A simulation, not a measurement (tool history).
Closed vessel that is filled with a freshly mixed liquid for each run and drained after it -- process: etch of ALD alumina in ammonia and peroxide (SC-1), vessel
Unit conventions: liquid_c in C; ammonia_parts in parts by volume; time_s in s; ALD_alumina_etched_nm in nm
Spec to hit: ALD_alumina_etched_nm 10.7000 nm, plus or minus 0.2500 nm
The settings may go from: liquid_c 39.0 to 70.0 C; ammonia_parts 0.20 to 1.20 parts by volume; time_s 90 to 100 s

run  hour  liquid_c  ammonia_parts  time_s  ALD_alumina_etched_nm
  1   0.0      55.0           1.00      90                 7.8556
  2   1.1      55.0           1.00      90                 7.9331
  3   4.6      55.0           0.85      90                 7.8215
  4  12.4      55.0           0.60      90                 7.4960
  5  15.1      55.0           0.60      90                 7.4937
  6  21.0      55.0           0.60      90                 7.3855
  7  28.9      56.0           0.60      90                 7.9021
  8  34.1      62.5           0.60      90                11.0850

Exactly one of the 5 candidate moves below puts every result within its allowed miss. Which one?
  A  39.3      60.0           1.10      90                      ?
  B  39.3      57.5           1.20     100                      ?
  C  39.3      61.5           0.70     100                      ?
  D  39.3      59.5           0.65     100                      ?
  E  39.3      63.5           0.60      90                      ?

move  ALD_alumina_etched_nm
   A                10.2760
   B                10.1160
   C                11.8110
   D                10.5890
   E                11.5890
A: pushes the last run's worst result past its target
B: pushes the last run's worst result past its target
C: moves away from the targets compared with the last run
D: hits every target within its allowed miss
E: moves away from the targets compared with the last run
Move D is the one to make.
